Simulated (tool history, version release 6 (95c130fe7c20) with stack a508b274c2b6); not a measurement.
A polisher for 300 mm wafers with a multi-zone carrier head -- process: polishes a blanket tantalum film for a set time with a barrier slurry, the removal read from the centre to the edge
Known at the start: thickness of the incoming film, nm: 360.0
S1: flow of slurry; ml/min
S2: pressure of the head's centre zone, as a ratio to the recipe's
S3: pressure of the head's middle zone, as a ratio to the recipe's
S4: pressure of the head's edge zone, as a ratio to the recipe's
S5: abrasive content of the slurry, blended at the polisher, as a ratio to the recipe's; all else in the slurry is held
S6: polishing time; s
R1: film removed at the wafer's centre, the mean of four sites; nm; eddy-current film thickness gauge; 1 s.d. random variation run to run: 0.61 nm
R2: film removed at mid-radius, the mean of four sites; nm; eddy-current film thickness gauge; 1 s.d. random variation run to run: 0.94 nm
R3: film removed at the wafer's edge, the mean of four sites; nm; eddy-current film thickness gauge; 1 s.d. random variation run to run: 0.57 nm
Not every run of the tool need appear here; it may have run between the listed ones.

| run | hour | S1 | S2 | S3 | S4 | S5 | S6 | R1 | R2 | R3 |
|---|---|---|---|---|---|---|---|---|---|---|
| 1 | 0.0 | 310 | 1.00 | 1.00 | 1.00 | 1.00 | 51 | 84.145 | 84.107 | 83.572 |
| 2 | 1.8 | 310 | 1.00 | 0.94 | 1.00 | 1.00 | 51 | 83.375 | 78.842 | 83.141 |
| 3 | 5.4 | 310 | 1.00 | 0.94 | 0.97 | 1.00 | 51 | 83.036 | 79.621 | 83.112 |
| 4 | 12.3 | 310 | 1.00 | 0.94 | 0.97 | 1.00 | 57 | 93.715 | 87.958 | 90.379 |
| 5 | 21.2 | 305 | 0.96 | 0.95 | 0.96 | 0.90 | 55 | 80.157 | 82.058 | 84.221 |
| 6 | 26.5 | 305 | 0.96 | 0.95 | 0.96 | 0.90 | 50 | 74.579 | 75.490 | 76.357 |
| 7 | 30.8 | 300 | 0.93 | 0.95 | 0.95 | 0.85 | 50 | 72.215 | 73.015 | 73.943 |

What does the tool deliver on the next run?
| 8 | 35.2 | 300 | 0.91 | 0.97 | 0.98 | 0.80 | 49 | ? | ? | ? |

R1: 66.085 nm
R2: 72.979 nm
R3: 72.331 nm
